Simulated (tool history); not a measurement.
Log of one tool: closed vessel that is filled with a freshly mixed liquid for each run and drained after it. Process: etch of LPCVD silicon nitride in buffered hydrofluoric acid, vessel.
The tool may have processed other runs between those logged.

run	hour	temperature setpoint of the liquid (K)	parts of 40 % ammonium fluoride to one part of 49 % hydrofluoric acid (parts by volume)	time in the liquid (s)	thickness taken off the LPCVD silicon nitride on a monitor wafer (nm)
1	0	294.15	16	1695	13.753
2	6.2	290.65	16	1695	11.232
3	13.7	290.65	16	1695	11.324
4	18.2	290.65	11.5	1695	15.519
5	22.5	290.65	12.5	1695	14.312
6	32.1	290.65	13	1695	13.85

For run 7, what comes out?
7	38.5	290.15	16	1695	?

Run 7 yielded thickness taken off the LPCVD silicon nitride on a monitor wafer (nm) 10.952.
